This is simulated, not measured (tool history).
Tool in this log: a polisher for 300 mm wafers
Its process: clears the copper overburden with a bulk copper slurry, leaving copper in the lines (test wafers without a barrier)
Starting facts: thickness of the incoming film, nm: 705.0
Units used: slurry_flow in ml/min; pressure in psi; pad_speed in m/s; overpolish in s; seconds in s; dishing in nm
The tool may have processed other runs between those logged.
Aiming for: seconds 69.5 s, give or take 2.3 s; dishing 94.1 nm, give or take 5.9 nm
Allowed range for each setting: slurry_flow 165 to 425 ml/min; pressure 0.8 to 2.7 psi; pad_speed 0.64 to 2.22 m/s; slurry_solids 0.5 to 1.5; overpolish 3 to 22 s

run,hour,slurry_flow,pressure,pad_speed,slurry_solids,overpolish,seconds,dishing
1,0,275,1.7,1.42,1,11,96.443,49.684
2,7.5,275,1.8,1.42,1,12,92.331,56.265
3,9.2,210,1.8,1.42,1,12,96.308,52.909
4,11.6,210,1.8,1.42,0.8,12,98.729,53.17
5,17.3,210,1.4,1.42,0.8,12,129.2,42.455
6,24.2,265,1.4,1.42,0.8,12,123.27,42.039
7,32.1,270,1.5,1.42,0.8,13,116.84,48.318
8,40.3,275,1.6,1.42,0.8,13,109.69,50.767
9,47.7,280,1.7,1.42,0.8,13,102.11,53.917
10,53.8,285,1.8,1.42,0.8,13,96.346,58.109
11,57.1,290,2.3,1.42,0.8,16,74.267,79.148

Which one of the following 5 next-run settings gets every result inside its allowed miss? There is exactly one.
A,60.4,220,2.3,1.8,0.55,19,?,?
B,60.4,275,2.3,1.36,0.8,19,?,?
C,60.4,375,2,2.04,0.5,14,?,?
D,60.4,315,2.5,1.52,0.75,12,?,?
E,60.4,255,2,1.54,0.85,17,?,?

move,seconds,dishing
A,69.628,94.593
B,78.645,88.244
C,70.137,76.531
D,66.766,73.956
E,81.73,78.526
A: meets every target
B: corrects the largest miss of the last run, while another result sits out of spec
C: the biggest miss grows against the last run
D: the biggest miss grows against the last run
E: the biggest miss grows against the last run
A is the move that brings every result within its allowed miss.
